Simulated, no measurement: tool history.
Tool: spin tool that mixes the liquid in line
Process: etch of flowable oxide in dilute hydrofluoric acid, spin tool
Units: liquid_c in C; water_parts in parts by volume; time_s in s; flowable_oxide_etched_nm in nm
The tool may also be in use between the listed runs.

run,day,liquid_c,water_parts,time_s,flowable_oxide_etched_nm
1,0,24,210,85,13.164
2,0.108,22,230,85,10.895
3,0.338,20.5,245,85,9.5518
4,0.688,22.5,245,85,10.294
5,1.062,22.5,200,85,13.161
6,1.35,22.5,175,85,15.516
7,1.392,18.5,260,85,8.2195

Run 8 comes next. What will it give?
8,1.688,18,270,85,?

{"run 8": {"flowable_oxide_etched_nm": 7.6714}}

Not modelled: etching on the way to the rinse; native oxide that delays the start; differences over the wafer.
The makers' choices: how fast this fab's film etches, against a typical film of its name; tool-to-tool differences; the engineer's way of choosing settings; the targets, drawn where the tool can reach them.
